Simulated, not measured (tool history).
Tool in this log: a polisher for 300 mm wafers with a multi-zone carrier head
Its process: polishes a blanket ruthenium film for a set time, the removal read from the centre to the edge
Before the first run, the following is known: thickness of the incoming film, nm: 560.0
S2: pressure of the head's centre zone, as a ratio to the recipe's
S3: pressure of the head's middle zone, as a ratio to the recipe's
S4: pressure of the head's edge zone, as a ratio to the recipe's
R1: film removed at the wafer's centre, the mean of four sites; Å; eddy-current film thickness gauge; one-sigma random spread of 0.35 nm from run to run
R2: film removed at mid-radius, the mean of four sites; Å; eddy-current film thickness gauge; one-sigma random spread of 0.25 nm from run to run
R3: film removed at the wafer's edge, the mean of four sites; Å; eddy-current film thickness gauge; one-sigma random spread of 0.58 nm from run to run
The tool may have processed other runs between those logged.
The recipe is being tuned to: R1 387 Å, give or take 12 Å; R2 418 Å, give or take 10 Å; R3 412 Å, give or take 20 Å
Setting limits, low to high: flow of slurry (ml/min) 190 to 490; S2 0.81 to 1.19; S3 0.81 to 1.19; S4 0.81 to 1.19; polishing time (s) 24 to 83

Run 1, day 0: flow of slurry (ml/min) 315, S2 1, S3 1, S4 1, polishing time (s) 53. Result: R1 548.25 Å, R2 534.15 Å, R3 555.17 Å.
Run 2, day 0.246: flow of slurry (ml/min) 315, S2 0.95, S3 1, S4 1, polishing time (s) 53. Result: R1 515.57 Å, R2 540.1 Å, R3 544.51 Å.
Run 3, day 0.558: flow of slurry (ml/min) 315, S2 0.99, S3 1, S4 1, polishing time (s) 53. Result: R1 538 Å, R2 533.69 Å, R3 541.72 Å.
Run 4, day 0.696: flow of slurry (ml/min) 315, S2 0.99, S3 0.92, S4 1, polishing time (s) 53. Result: R1 536.91 Å, R2 499.11 Å, R3 534.1 Å.
Run 5, day 1.004: flow of slurry (ml/min) 315, S2 1.05, S3 0.92, S4 1, polishing time (s) 53. Result: R1 575.27 Å, R2 502.15 Å, R3 535.8 Å.
Run 6, day 1.342: flow of slurry (ml/min) 315, S2 1.05, S3 0.92, S4 0.93, polishing time (s) 53. Result: R1 575.05 Å, R2 497.62 Å, R3 529.79 Å.
Run 7, day 1.562: flow of slurry (ml/min) 320, S2 0.95, S3 1.01, S4 0.87, polishing time (s) 38. Result: R1 371.59 Å, R2 385.2 Å, R3 360.17 Å.
Run 8, day 1.6: flow of slurry (ml/min) 325, S2 0.95, S3 1.02, S4 0.9, polishing time (s) 38. Result: R1 372.42 Å, R2 389.43 Å, R3 376.22 Å.
Run 9, day 1.962: flow of slurry (ml/min) 330, S2 0.95, S3 1.03, S4 0.91, polishing time (s) 38. Result: R1 374.66 Å, R2 392.51 Å, R3 373.77 Å.
Run 10, day 2.038: flow of slurry (ml/min) 330, S2 0.95, S3 1.04, S4 0.93, polishing time (s) 38. Result: R1 368.14 Å, R2 395.57 Å, R3 386.95 Å.
Run 11, day 2.217: flow of slurry (ml/min) 330, S2 0.96, S3 1.05, S4 0.93, polishing time (s) 38. Result: R1 372.96 Å, R2 403.61 Å, R3 374.95 Å.

Which single option among these 5 for the next run brings every result within its allowed miss of target? Just one does.
Run A, day 2.396: flow of slurry (ml/min) 340, S2 0.94, S3 1.09, S4 1, polishing time (s) 36. Result: R1 ?, R2 ?, R3 ?.
Run B, day 2.396: flow of slurry (ml/min) 315, S2 1.01, S3 1.14, S4 0.9, polishing time (s) 37. Result: R1 ?, R2 ?, R3 ?.
Run C, day 2.396: flow of slurry (ml/min) 415, S2 1.01, S3 0.94, S4 0.99, polishing time (s) 40. Result: R1 ?, R2 ?, R3 ?.
Run D, day 2.396: flow of slurry (ml/min) 340, S2 0.93, S3 0.98, S4 0.99, polishing time (s) 40. Result: R1 ?, R2 ?, R3 ?.
Run E, day 2.396: flow of slurry (ml/min) 380, S2 0.88, S3 0.97, S4 0.89, polishing time (s) 42. Result: R1 ?, R2 ?, R3 ?.

move      R1      R2      R3
   A  354.45  391.87  365.41
   B   388.7  415.47   357.8
   C  430.53  390.31  410.27
   D  389.31  397.86  404.92
   E  390.61  418.26  410.57
A: further off than the last run
B: further off than the last run
C: puts the biggest miss on target and leaves a different result outside tolerance
D: puts the biggest miss on target and leaves a different result outside tolerance
E: every result lands within tolerance
E meets every target.

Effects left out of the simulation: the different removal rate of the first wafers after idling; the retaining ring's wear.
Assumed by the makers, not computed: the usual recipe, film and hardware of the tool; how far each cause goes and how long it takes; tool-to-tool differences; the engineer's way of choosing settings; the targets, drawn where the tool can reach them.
